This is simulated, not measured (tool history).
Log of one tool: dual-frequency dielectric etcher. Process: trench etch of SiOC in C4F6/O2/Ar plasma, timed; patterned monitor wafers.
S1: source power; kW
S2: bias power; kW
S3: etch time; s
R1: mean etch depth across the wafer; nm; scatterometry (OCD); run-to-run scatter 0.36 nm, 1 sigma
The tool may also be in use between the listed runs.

run    day     S1     S2    S3      R1
  1  0.000  0.470  0.198  22.5  53.332
  2  0.233  0.510  0.198  22.5  54.708
  3  0.604  0.540  0.198  22.5  55.737
  4  0.650  0.570  0.203  22.5  56.437
  5  0.942  0.530  0.203  22.5  55.572
  6  1.054  0.470  0.203  22.5  53.869

What does the tool deliver on the next run?
  7  1.358  0.510  0.213  22.5   ?

{"run 7": {"R1": 56.281}}
